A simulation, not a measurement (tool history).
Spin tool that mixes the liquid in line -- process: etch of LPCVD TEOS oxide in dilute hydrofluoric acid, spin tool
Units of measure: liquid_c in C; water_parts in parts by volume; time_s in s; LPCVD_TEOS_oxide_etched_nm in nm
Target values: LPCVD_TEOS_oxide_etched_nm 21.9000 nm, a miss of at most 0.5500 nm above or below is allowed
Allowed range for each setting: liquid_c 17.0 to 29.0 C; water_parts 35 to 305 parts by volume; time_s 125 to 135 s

| run | hour | liquid_c | water_parts | time_s | LPCVD_TEOS_oxide_etched_nm |
|---|---|---|---|---|---|
| 1 | 0.0 | 21.0 | 170 | 125 | 9.4622 |
| 2 | 2.0 | 21.0 | 190 | 125 | 8.1881 |
| 3 | 4.0 | 21.0 | 145 | 125 | 11.3960 |
| 4 | 9.3 | 21.0 | 175 | 125 | 9.1303 |
| 5 | 14.5 | 21.0 | 225 | 125 | 6.7614 |
| 6 | 22.8 | 23.0 | 225 | 125 | 7.2615 |
| 7 | 25.4 | 24.0 | 200 | 125 | 8.7425 |
| 8 | 29.8 | 25.0 | 180 | 125 | 10.1900 |
| 9 | 32.4 | 25.5 | 160 | 125 | 12.0430 |
| 10 | 36.0 | 26.0 | 145 | 125 | 13.7440 |
| 11 | 38.1 | 26.5 | 135 | 125 | 15.2650 |
| 12 | 40.3 | 27.0 | 130 | 125 | 16.0590 |
| 13 | 47.1 | 27.5 | 125 | 125 | 17.4440 |

Exercise: of the 4 proposed moves below, exactly one satisfies all targets within the stated allowed misses. Which move is it?
| A | 53.9 | 24.5 | 105 | 135 | ? |
| B | 53.9 | 27.0 | 100 | 125 | ? |
| C | 53.9 | 25.5 | 150 | 125 | ? |
| D | 53.9 | 28.0 | 110 | 125 | ? |

| move | LPCVD_TEOS_oxide_etched_nm |
|---|---|
| A | 20.2410 |
| B | 21.8280 |
| C | 12.9130 |
| D | 20.3460 |
A: an improvement on the last run, though not all results are within tolerance
B: each result inside its tolerance
C: lands further from the targets than the last run did
D: an improvement on the last run, though not all results are within tolerance
Correct choice: B, which meets every target

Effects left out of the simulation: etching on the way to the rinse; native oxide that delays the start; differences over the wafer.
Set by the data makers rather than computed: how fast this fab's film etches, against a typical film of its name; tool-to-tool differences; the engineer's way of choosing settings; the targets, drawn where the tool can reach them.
